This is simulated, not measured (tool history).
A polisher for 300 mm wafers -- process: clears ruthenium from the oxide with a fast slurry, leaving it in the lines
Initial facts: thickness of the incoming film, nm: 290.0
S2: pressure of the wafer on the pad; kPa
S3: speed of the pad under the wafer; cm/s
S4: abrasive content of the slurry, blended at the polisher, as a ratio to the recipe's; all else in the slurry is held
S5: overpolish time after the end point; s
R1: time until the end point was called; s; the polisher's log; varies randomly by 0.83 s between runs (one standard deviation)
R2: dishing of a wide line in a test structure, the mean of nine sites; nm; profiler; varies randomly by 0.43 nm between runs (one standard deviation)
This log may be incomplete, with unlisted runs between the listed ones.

{"run": 1, "hour": 0.0, "flow of slurry (ml/min)": 140, "S2": 22.1, "S3": 102, "S4": 1, "S5": 22, "R1": 68.71, "R2": 37.928}
{"run": 2, "hour": 4.5, "flow of slurry (ml/min)": 140, "S2": 22.1, "S3": 102, "S4": 1, "S5": 19, "R1": 68.315, "R2": 35.438}
{"run": 3, "hour": 9.9, "flow of slurry (ml/min)": 140, "S2": 22.1, "S3": 102, "S4": 1, "S5": 15, "R1": 68.498, "R2": 32.245}
{"run": 4, "hour": 18.4, "flow of slurry (ml/min)": 140, "S2": 22.1, "S3": 88, "S4": 1, "S5": 15, "R1": 77.901, "R2": 29.014}
{"run": 5, "hour": 20.6, "flow of slurry (ml/min)": 140, "S2": 19.3, "S3": 88, "S4": 1, "S5": 15, "R1": 87.254, "R2": 27.203}
{"run": 6, "hour": 24.2, "flow of slurry (ml/min)": 140, "S2": 19.3, "S3": 108, "S4": 1, "S5": 15, "R1": 71.102, "R2": 31.989}

What does the tool deliver on the next run?
{"hour": 33.1, "done": "slurry blender recalibrated"}
{"run": 7, "hour": 33.1, "flow of slurry (ml/min)": 145, "S2": 19.3, "S3": 106, "S4": 1.05, "S5": 13, "R1": "?", "R2": "?"}

R1: 60.658 s
R2: 31.744 nm

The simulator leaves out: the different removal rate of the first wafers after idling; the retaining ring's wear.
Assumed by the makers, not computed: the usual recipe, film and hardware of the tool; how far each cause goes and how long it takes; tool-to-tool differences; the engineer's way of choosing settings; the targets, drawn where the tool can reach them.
